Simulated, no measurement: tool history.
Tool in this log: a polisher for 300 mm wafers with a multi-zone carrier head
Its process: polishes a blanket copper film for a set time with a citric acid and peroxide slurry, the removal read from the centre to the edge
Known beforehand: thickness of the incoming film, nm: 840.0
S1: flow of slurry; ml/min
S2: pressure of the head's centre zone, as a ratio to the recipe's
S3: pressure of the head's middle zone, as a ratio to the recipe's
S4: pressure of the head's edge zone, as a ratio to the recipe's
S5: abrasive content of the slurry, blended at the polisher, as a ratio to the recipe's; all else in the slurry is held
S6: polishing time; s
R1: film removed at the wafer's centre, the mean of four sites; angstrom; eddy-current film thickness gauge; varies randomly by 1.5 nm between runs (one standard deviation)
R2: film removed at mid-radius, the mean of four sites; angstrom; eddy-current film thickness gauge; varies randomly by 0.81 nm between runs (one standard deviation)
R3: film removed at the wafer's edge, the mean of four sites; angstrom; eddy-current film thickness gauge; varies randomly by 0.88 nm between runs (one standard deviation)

| run | hour | S1 | S2 | S3 | S4 | S5 | S6 | R1 | R2 | R3 |
|---|---|---|---|---|---|---|---|---|---|---|
| 1 | 0 | 145 | 1 | 1 | 1 | 1 | 72 | 1093 | 1124.5 | 1122.4 |
| 2 | 5.5 | 175 | 1 | 1 | 1 | 1 | 72 | 1144.4 | 1158.4 | 1139.8 |
| 3 | 13.9 | 175 | 1 | 1.08 | 1 | 1 | 72 | 1119.9 | 1205.7 | 1153.3 |
| 4 | 20 | 160 | 1.03 | 1 | 1.04 | 0.85 | 70 | 1081.4 | 1072.7 | 1073.2 |
| 5 | 21.2 | 160 | 1.03 | 1 | 0.98 | 0.85 | 70 | 1065.9 | 1073.7 | 1062 |
| 6 | 25.7 | 145 | 1.06 | 0.94 | 1.03 | 0.75 | 69 | 1028 | 948.22 | 1021.4 |
| 7 | 30.5 | 135 | 1.08 | 0.91 | 1.02 | 0.75 | 69 | 1030.9 | 907.28 | 1004.5 |
| 8 | 38.3 | 130 | 1.1 | 0.89 | 1.01 | 0.75 | 69 | 1068.3 | 884.72 | 995.11 |

Run 9 is up next; what results do you expect?
| 9 | 46.4 | 125 | 1.1 | 0.88 | 1.01 | 0.75 | 69 | ? | ? | ? |

R1: 1053.8 angstrom
R2: 868.93 angstrom
R3: 982.91 angstrom

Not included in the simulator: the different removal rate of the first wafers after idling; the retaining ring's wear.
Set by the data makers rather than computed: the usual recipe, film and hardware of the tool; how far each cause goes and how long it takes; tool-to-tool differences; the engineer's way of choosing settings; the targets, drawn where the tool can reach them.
